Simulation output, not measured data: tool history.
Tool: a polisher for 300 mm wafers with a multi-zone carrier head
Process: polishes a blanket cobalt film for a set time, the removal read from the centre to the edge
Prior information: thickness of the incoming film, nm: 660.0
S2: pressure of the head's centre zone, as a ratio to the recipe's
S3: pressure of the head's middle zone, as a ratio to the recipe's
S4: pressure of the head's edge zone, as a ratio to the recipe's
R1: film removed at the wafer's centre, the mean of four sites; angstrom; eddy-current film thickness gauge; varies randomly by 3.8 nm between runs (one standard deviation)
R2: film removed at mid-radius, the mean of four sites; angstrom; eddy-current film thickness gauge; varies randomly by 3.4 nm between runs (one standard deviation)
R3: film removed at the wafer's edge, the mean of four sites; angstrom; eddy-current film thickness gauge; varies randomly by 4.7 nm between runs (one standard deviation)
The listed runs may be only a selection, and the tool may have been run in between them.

run 1 hour=0 | flow_of_slurry_(ml/min)=245 S2=1 S3=1 S4=1 polishing_time_(s)=37 | R1=2430.3 R2=2479.1 R3=2381.2
run 2 hour=4.5 | flow_of_slurry_(ml/min)=245 S2=1 S3=1 S4=1.07 polishing_time_(s)=37 | R1=2485.4 R2=2463.8 R3=2467.8
run 3 hour=7.9 | flow_of_slurry_(ml/min)=245 S2=0.97 S3=1.01 S4=1.09 polishing_time_(s)=40 | R1=2566.1 R2=2683.7 R3=2728.1
run 4 hour=13.2 | flow_of_slurry_(ml/min)=245 S2=0.96 S3=1.02 S4=1.11 polishing_time_(s)=42 | R1=2614.5 R2=2820 R3=2933.2
run 5 hour=20 | flow_of_slurry_(ml/min)=245 S2=1.04 S3=1.02 S4=1.11 polishing_time_(s)=42 | R1=2815.8 R2=2823.2 R3=2904.7
run 6 hour=22.9 | flow_of_slurry_(ml/min)=250 S2=1.03 S3=1.04 S4=1.12 polishing_time_(s)=44 | R1=2971.4 R2=2966.4 R3=3107.6
run 7 hour=25.6 | flow_of_slurry_(ml/min)=255 S2=0.93 S3=1.14 S4=1.15 polishing_time_(s)=51 | R1=3129.5 R2=3786.5 R3=3535.4

What does the tool deliver on the next run?
run 8 hour=26.3 | flow_of_slurry_(ml/min)=255 S2=0.93 S3=1.13 S4=1.16 polishing_time_(s)=51 | R1=? R2=? R3=?

Run 8 yielded R1 3189 angstrom, R2 3806.8 angstrom, R3 3605.4 angstrom.

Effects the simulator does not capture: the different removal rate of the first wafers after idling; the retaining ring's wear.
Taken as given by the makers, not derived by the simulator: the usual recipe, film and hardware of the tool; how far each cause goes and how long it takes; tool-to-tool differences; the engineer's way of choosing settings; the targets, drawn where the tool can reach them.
